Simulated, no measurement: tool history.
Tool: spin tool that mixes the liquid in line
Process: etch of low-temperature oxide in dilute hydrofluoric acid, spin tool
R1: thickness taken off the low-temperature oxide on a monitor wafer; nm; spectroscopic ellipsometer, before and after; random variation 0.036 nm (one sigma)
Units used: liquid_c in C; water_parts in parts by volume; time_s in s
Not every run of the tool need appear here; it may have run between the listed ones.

run 1 hour=0 | liquid_c=21 water_parts=45 time_s=55 | R1=12.847
run 2 hour=6.9 | liquid_c=21 water_parts=45 time_s=55 | R1=12.836
run 3 hour=11.1 | liquid_c=21 water_parts=45 time_s=55 | R1=12.862
run 4 hour=16.8 | liquid_c=20.5 water_parts=45 time_s=55 | R1=12.64
run 5 hour=25 | liquid_c=20.5 water_parts=35 time_s=55 | R1=16.351
run 6 hour=25.7 | liquid_c=20.5 water_parts=20 time_s=55 | R1=29.166
run 7 hour=29.3 | liquid_c=20 water_parts=25 time_s=55 | R1=22.808

Run 8, settings as shown, results not yet in. Your forecast:
run 8 hour=36.7 | liquid_c=19.5 water_parts=30 time_s=55 | R1=?

Run 8 yielded R1 18.466 nm.
